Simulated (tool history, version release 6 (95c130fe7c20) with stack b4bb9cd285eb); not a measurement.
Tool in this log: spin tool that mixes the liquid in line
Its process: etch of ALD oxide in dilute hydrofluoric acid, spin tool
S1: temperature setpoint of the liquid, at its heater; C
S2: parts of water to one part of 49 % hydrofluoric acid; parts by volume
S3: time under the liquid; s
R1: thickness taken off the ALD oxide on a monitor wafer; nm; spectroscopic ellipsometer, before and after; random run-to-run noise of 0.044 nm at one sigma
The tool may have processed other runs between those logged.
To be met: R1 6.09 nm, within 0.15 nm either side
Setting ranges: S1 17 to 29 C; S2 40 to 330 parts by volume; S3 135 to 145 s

Run 1, hour 0: S1 21 C, S2 185 parts by volume, S3 135 s. Result: R1 11.315 nm.
Run 2, hour 0.8: S1 21 C, S2 145 parts by volume, S3 135 s. Result: R1 15.218 nm.
Run 3, hour 7.2: S1 20.5 C, S2 165 parts by volume, S3 135 s. Result: R1 12.894 nm.
Run 4, hour 13.6: S1 20.5 C, S2 125 parts by volume, S3 135 s. Result: R1 17.708 nm.
Run 5, hour 21.9: S1 20 C, S2 150 parts by volume, S3 135 s. Result: R1 14.111 nm.
Run 6, hour 28.5: S1 23 C, S2 150 parts by volume, S3 135 s. Result: R1 16.034 nm.
Run 7, hour 35.9: S1 22 C, S2 170 parts by volume, S3 135 s. Result: R1 13.095 nm.
Run 8, hour 39: S1 21 C, S2 185 parts by volume, S3 135 s. Result: R1 11.525 nm.
Run 9, hour 40.7: S1 20.5 C, S2 200 parts by volume, S3 135 s. Result: R1 10.291 nm.
Run 10, hour 44.7: S1 20 C, S2 210 parts by volume, S3 135 s. Result: R1 9.4847 nm.
Run 11, hour 50.5: S1 19.5 C, S2 220 parts by volume, S3 135 s. Result: R1 8.7659 nm.
Run 12, hour 58.2: S1 19 C, S2 230 parts by volume, S3 135 s. Result: R1 8.134 nm.
Run 13, hour 59.6: S1 18.5 C, S2 235 parts by volume, S3 135 s. Result: R1 7.7792 nm.
Run 14, hour 61.1: S1 18 C, S2 240 parts by volume, S3 135 s. Result: R1 7.4487 nm.
Run 15, hour 68: S1 18 C, S2 245 parts by volume, S3 135 s. Result: R1 7.2746 nm.
Run 16, hour 72.6: S1 18 C, S2 250 parts by volume, S3 135 s. Result: R1 7.1139 nm.
Run 17, hour 80.9: S1 18 C, S2 255 parts by volume, S3 135 s. Result: R1 7.0573 nm.
Run 18, hour 89.7: S1 18 C, S2 260 parts by volume, S3 135 s. Result: R1 6.7747 nm.
Run 19, hour 96.7: S1 18 C, S2 265 parts by volume, S3 135 s. Result: R1 6.6732 nm.
Run 20, hour 104.6: S1 17.5 C, S2 270 parts by volume, S3 135 s. Result: R1 6.321 nm.

Pick the move, out of 4, that brings all results within their allowed miss; only one does.
Run A, hour 112.5: S1 17 C, S2 305 parts by volume, S3 145 s. Result: R1 ?.
Run B, hour 112.5: S1 22.5 C, S2 310 parts by volume, S3 140 s. Result: R1 ?.
Run C, hour 112.5: S1 20 C, S2 290 parts by volume, S3 135 s. Result: R1 ?.
Run D, hour 112.5: S1 17 C, S2 275 parts by volume, S3 135 s. Result: R1 ?.

move      R1
   A  5.7717
   B  6.6715
   C  6.4022
   D  6.1123
A: takes the biggest miss from the last run beyond its target
B: lands further from the targets than the last run did
C: lands further from the targets than the last run did
D: every result within its allowed miss
Answer: D
